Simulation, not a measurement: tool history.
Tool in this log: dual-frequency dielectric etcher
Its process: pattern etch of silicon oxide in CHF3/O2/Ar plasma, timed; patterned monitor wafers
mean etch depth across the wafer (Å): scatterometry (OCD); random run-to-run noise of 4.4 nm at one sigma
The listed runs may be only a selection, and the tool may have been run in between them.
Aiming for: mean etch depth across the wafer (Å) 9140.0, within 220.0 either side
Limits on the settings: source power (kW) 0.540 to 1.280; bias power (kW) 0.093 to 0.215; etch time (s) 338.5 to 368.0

run  hour  source power (kW)  bias power (kW)  etch time (s)  mean etch depth across the wafer (Å)
  1   0.0              0.910            0.154          368.0                                8221.8
  2   4.9              0.960            0.156          368.0                                8442.2
  3  11.9              0.960            0.178          368.0                                8602.0
  4  20.3              0.990            0.180          368.0                                8760.5
  5  28.3              0.990            0.180          338.5                                8098.2
  6  31.0              1.040            0.184          342.0                                8282.6
  7  38.1              1.060            0.189          348.0                                8565.2
  8  42.0              1.090            0.192          349.5                                8769.8
  9  48.8              1.110            0.193          350.0                                8829.8
 10  55.3              1.130            0.194          350.5                                8830.2

4 candidate next runs follow, results not yet known. Just one meets every target within its allowed miss. Identify it.
  A  61.8              1.160            0.189          338.5                                     ?
  B  61.8              0.940            0.202          355.5                                     ?
  C  61.8              1.170            0.180          362.5                                     ?
  D  61.8              1.100            0.192          338.5                                     ?

move  mean etch depth across the wafer (Å)
   A                                8529.9
   B                                8495.8
   C                                9061.9
   D                                8411.8
A: misses by more than the last run did
B: misses by more than the last run did
C: every result within its allowed miss
D: misses by more than the last run did
The right move is C.
